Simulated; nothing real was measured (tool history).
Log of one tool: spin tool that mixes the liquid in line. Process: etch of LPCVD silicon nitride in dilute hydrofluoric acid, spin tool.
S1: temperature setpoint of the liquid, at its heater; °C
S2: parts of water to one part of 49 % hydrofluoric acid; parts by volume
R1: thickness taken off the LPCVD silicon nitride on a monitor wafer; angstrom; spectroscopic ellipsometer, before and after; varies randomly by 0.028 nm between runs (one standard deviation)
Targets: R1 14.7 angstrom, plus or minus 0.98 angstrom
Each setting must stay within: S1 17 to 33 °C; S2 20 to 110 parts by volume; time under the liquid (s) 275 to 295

{"run": 1, "day": 0.0, "S1": 25, "S2": 60, "time under the liquid (s)": 275, "R1": 26.183}
{"run": 2, "day": 0.225, "S1": 25, "S2": 60, "time under the liquid (s)": 275, "R1": 27.185}
{"run": 3, "day": 0.338, "S1": 25, "S2": 75, "time under the liquid (s)": 275, "R1": 20.488}
{"run": 4, "day": 0.533, "S1": 24, "S2": 75, "time under the liquid (s)": 275, "R1": 20.294}
{"run": 5, "day": 0.738, "S1": 23, "S2": 75, "time under the liquid (s)": 275, "R1": 18.546}
{"run": 6, "day": 0.775, "S1": 22.5, "S2": 75, "time under the liquid (s)": 275, "R1": 18.19}
{"run": 7, "day": 0.821, "S1": 22, "S2": 75, "time under the liquid (s)": 275, "R1": 17.186}
{"run": 8, "day": 0.921, "S1": 21.5, "S2": 75, "time under the liquid (s)": 275, "R1": 17.326}
{"run": 9, "day": 1.188, "S1": 21, "S2": 75, "time under the liquid (s)": 275, "R1": 15.979}
{"run": 10, "day": 1.262, "S1": 20.5, "S2": 75, "time under the liquid (s)": 275, "R1": 15.94}

Pick the move, out of 5, that brings all results within their allowed miss; only one does.
{"run": "A", "day": 1.338, "S1": 19.5, "S2": 80, "time under the liquid (s)": 285, "R1": "?"}
{"run": "B", "day": 1.338, "S1": 19.5, "S2": 70, "time under the liquid (s)": 295, "R1": "?"}
{"run": "C", "day": 1.338, "S1": 18, "S2": 60, "time under the liquid (s)": 295, "R1": "?"}
{"run": "D", "day": 1.338, "S1": 21, "S2": 75, "time under the liquid (s)": 280, "R1": "?"}
{"run": "E", "day": 1.338, "S1": 19, "S2": 60, "time under the liquid (s)": 275, "R1": "?"}

move=A R1=14.114
move=B R1=16.64
move=C R1=17.413
move=D R1=16.368
move=E R1=17.409
A: meets every target
B: misses by more than the last run did
C: misses by more than the last run did
D: misses by more than the last run did
E: misses by more than the last run did
So the answer is move A, the one that meets all the targets.
